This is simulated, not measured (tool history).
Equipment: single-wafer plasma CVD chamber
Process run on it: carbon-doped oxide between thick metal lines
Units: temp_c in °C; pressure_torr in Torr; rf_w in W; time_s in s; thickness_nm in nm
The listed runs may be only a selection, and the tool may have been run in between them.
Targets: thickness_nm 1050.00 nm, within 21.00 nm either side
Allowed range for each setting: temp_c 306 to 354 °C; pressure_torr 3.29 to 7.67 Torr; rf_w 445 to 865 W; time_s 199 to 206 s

run,hour,temp_c,pressure_torr,rf_w,time_s,thickness_nm
1,0.0,330,5.48,655,199,1329.90
2,5.6,335,5.00,595,199,1200.80
3,11.7,335,5.94,595,199,1232.20
4,17.2,335,5.31,595,199,1215.00
5,21.5,339,4.93,575,199,1147.00
6,23.0,343,4.74,570,199,1123.30
7,24.9,345,4.53,565,199,1096.30
8,27.9,347,4.43,565,199,1087.40

5 candidate next runs follow, results not yet known. Just one meets every target within its allowed miss. Identify it.
A,30.9,344,4.95,500,199,?
B,30.9,346,3.54,535,206,?
C,30.9,353,4.26,580,206,?
D,30.9,348,4.80,505,199,?
E,30.9,354,4.57,590,199,?

move,thickness_nm
A,1003.80
B,1037.40
C,1117.30
D,995.59
E,1103.70
A: pushes the last run's worst result past its target
B: all results in spec
C: lands further from the targets than the last run did
D: pushes the last run's worst result past its target
E: lands further from the targets than the last run did
The move that meets every target is B.
